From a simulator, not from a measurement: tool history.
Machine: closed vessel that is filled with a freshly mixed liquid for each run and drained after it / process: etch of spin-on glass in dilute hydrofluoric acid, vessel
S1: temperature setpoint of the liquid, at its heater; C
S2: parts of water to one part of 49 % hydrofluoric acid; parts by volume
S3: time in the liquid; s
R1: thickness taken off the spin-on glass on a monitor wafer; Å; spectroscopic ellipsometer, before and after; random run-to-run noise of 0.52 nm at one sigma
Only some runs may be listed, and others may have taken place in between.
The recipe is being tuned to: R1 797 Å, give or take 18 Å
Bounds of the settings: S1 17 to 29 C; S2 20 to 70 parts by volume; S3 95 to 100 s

{"run": 1, "hour": 0.0, "S1": 21, "S2": 40, "S3": 95, "R1": 948.99}
{"run": 2, "hour": 2.0, "S1": 23.5, "S2": 40, "S3": 95, "R1": 1056.4}
{"run": 3, "hour": 6.8, "S1": 23.5, "S2": 40, "S3": 100, "R1": 1120.9}
{"run": 4, "hour": 9.7, "S1": 23.5, "S2": 50, "S3": 100, "R1": 875.36}
{"run": 5, "hour": 17.8, "S1": 23, "S2": 50, "S3": 100, "R1": 853.23}
{"run": 6, "hour": 23.3, "S1": 26.5, "S2": 50, "S3": 100, "R1": 990.51}
{"run": 7, "hour": 31.7, "S1": 25, "S2": 50, "S3": 100, "R1": 935.75}
{"run": 8, "hour": 37.1, "S1": 24, "S2": 50, "S3": 100, "R1": 887.42}
{"run": 9, "hour": 45.7, "S1": 23, "S2": 50, "S3": 100, "R1": 859.26}
{"run": 10, "hour": 49.3, "S1": 22.5, "S2": 50, "S3": 100, "R1": 831}
{"run": 11, "hour": 57.6, "S1": 22, "S2": 50, "S3": 100, "R1": 817.44}

Which single option among these 4 for the next run brings every result within its allowed miss of target? Just one does.
{"run": "A", "hour": 65.9, "S1": 23, "S2": 50, "S3": 100, "R1": "?"}
{"run": "B", "hour": 65.9, "S1": 23.5, "S2": 55, "S3": 95, "R1": "?"}
{"run": "C", "hour": 65.9, "S1": 20, "S2": 50, "S3": 100, "R1": "?"}
{"run": "D", "hour": 65.9, "S1": 23.5, "S2": 55, "S3": 100, "R1": "?"}

move=A R1=857.09
move=B R1=750.78
move=C R1=755.68
move=D R1=790.3
A: its largest miss is bigger than the last run's
B: carries the result that was furthest off beyond its target, to the other side
C: carries the result that was furthest off beyond its target, to the other side
D: all results land within tolerance of their targets
D meets every target.
